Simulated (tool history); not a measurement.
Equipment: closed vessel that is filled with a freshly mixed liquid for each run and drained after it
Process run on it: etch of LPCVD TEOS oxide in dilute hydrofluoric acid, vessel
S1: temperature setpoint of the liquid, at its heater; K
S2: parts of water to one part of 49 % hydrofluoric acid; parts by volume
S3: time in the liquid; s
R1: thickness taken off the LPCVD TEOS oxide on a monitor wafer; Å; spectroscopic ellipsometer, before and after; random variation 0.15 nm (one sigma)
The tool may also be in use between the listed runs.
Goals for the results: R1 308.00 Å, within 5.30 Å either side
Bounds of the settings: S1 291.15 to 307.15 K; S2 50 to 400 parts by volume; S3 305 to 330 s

{"run": 1, "hour": 0.0, "S1": 299.15, "S2": 225, "S3": 305, "R1": 329.0}
{"run": 2, "hour": 1.6, "S1": 298.15, "S2": 225, "S3": 305, "R1": 319.94}
{"run": 3, "hour": 9.5, "S1": 298.15, "S2": 295, "S3": 305, "R1": 227.87}
{"run": 4, "hour": 15.0, "S1": 297.15, "S2": 295, "S3": 305, "R1": 217.2}
{"run": 5, "hour": 20.6, "S1": 298.15, "S2": 295, "S3": 305, "R1": 226.6}
{"run": 6, "hour": 26.9, "S1": 301.15, "S2": 295, "S3": 305, "R1": 250.86}
{"run": 7, "hour": 28.4, "S1": 301.65, "S2": 295, "S3": 305, "R1": 256.02}
{"run": 8, "hour": 29.3, "S1": 302.15, "S2": 295, "S3": 305, "R1": 258.15}
{"run": 9, "hour": 30.9, "S1": 302.65, "S2": 295, "S3": 305, "R1": 263.37}
{"run": 10, "hour": 39.0, "S1": 306.65, "S2": 295, "S3": 305, "R1": 299.56}

4 candidate next runs follow, results not yet known. Just one meets every target within its allowed miss. Identify it.
{"run": "A", "hour": 47.1, "S1": 305.15, "S2": 290, "S3": 305, "R1": "?"}
{"run": "B", "hour": 47.1, "S1": 305.65, "S2": 295, "S3": 305, "R1": "?"}
{"run": "C", "hour": 47.1, "S1": 307.15, "S2": 300, "S3": 315, "R1": "?"}
{"run": "D", "hour": 47.1, "S1": 307.15, "S2": 310, "S3": 310, "R1": "?"}

move=A R1=289.52
move=B R1=287.45
move=C R1=304.01
move=D R1=286.14
A: its largest miss is bigger than the last run's
B: its largest miss is bigger than the last run's
C: meets every target
D: its largest miss is bigger than the last run's
So the answer is move C, the one that meets all the targets.
